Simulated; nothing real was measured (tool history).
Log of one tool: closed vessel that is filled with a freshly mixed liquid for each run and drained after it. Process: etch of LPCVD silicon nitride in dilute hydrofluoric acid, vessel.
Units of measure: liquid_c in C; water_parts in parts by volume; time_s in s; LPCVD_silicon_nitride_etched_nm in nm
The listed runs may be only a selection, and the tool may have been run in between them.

run,day,liquid_c,water_parts,time_s,LPCVD_silicon_nitride_etched_nm
1,0.000,26.0,225,985,2.0615
2,0.146,26.0,155,985,2.9862
3,0.300,26.0,155,985,2.9951
4,0.350,23.5,155,985,2.5378
5,0.450,22.5,155,985,2.4069
6,0.508,22.5,80,985,4.6275

Run 7 is up next; what results do you expect?
7,0.721,21.5,100,985,?

{"run 7": {"LPCVD_silicon_nitride_etched_nm": 3.4558}}

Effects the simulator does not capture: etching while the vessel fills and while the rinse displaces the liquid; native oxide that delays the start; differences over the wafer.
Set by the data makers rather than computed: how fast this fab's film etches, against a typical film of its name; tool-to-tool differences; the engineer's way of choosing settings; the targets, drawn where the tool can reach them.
